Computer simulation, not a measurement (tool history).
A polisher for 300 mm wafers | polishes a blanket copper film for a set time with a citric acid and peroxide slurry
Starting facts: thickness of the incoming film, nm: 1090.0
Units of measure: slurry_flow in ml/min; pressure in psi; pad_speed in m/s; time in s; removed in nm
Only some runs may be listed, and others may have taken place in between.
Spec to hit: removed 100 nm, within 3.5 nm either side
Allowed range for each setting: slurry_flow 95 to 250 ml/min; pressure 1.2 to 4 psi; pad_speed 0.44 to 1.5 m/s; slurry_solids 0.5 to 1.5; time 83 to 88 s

run,hour,slurry_flow,pressure,pad_speed,slurry_solids,time,removed
1,0,160,2.6,0.96,1,83,135.44
2,2.4,160,3.2,0.96,1,83,167.5
3,5.2,160,3.2,0.96,1,83,162.76
4,11.8,160,3.2,0.96,0.85,83,159.5
5,17,160,3.2,0.74,0.85,83,132.91
6,25.2,155,3,0.74,0.85,83,123.75
7,28.8,155,2.8,0.74,0.85,83,115.66
8,35.2,155,2.7,0.74,0.85,83,113.9
9,43.1,155,2.6,0.74,0.85,83,111.12
10,50.7,155,2.5,0.74,0.85,83,105.55

Pick the move, out of 4, that brings all results within their allowed miss; only one does.
A,58.3,120,2.3,0.78,0.9,85,?
B,58.3,135,2.5,0.76,0.75,88,?
C,58.3,120,2.8,0.68,0.95,86,?
D,58.3,165,2.7,0.62,0.9,88,?

move,removed
A,99.987
B,108.18
C,111.81
D,110.53
A: every result lands within tolerance
B: misses by more than the last run did
C: misses by more than the last run did
D: misses by more than the last run did
Answer: A
